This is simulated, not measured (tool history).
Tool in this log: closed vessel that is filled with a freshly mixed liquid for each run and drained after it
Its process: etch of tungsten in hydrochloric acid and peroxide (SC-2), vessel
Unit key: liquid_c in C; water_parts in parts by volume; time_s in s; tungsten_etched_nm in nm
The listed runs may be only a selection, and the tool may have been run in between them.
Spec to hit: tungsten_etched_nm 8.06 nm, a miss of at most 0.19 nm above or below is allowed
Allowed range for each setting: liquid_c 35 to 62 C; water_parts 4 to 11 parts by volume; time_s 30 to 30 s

run  hour  liquid_c  water_parts  time_s  tungsten_etched_nm
  1     0        46            6      30              9.9739
  2   6.9        46            6      30                 9.9
  3  12.7        46          4.5      30              12.248
  4  21.3        46          4.5      30              12.176
  5  26.9        44          4.5      30               10.57
  6  30.6        44          5.5      30               9.231
  7  35.7      43.5          5.5      30              8.8849
  8  38.5        43          5.5      30              8.6744
  9  42.9      42.5          5.5      30              8.3148
 10  49.7      42.5          5.5      30              8.2929
 11  53.4      42.5          5.5      30              8.3395

Of the 4 settings listed for the next run, only one would bring every result within its allowed miss of target. Which one?
  A  57.1        41            5      30                   ?
  B  57.1        44            6      30                   ?
  C  57.1        41          4.5      30                   ?
  D  57.1      43.5            6      30                   ?

move  tungsten_etched_nm
   A               8.052
   B              8.6889
   C              8.6714
   D              8.3928
A: every result within its allowed miss
B: its largest miss is bigger than the last run's
C: its largest miss is bigger than the last run's
D: its largest miss is bigger than the last run's
Answer: A
